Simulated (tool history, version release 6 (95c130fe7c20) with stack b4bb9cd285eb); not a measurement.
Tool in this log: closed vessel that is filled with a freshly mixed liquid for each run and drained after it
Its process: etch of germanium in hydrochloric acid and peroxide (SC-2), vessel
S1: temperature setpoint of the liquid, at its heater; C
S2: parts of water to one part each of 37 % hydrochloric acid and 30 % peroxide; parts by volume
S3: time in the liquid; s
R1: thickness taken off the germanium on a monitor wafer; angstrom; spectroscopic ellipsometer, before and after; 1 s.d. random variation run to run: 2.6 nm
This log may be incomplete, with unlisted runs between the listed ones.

run 1 hour=0 | S1=59 S2=9.5 S3=105 | R1=4439.7
run 2 hour=5 | S1=59 S2=7.5 S3=105 | R1=4506.6
run 3 hour=11.7 | S1=59 S2=7.5 S3=110 | R1=4777.7
run 4 hour=17 | S1=59 S2=7.5 S3=105 | R1=4582
run 5 hour=25.6 | S1=57.5 S2=7.5 S3=105 | R1=4328.4
run 6 hour=34.3 | S1=56.5 S2=7.5 S3=105 | R1=4247.5
run 7 hour=41.7 | S1=55.5 S2=7.5 S3=105 | R1=4150
run 8 hour=42.8 | S1=54.5 S2=7.5 S3=105 | R1=4036.1
run 9 hour=44.8 | S1=54 S2=7.5 S3=105 | R1=3963.8

For run 10, what comes out?
run 10 hour=53.7 | S1=53.5 S2=7.5 S3=105 | R1=?

{"run 10": {"R1": 3872.8}}

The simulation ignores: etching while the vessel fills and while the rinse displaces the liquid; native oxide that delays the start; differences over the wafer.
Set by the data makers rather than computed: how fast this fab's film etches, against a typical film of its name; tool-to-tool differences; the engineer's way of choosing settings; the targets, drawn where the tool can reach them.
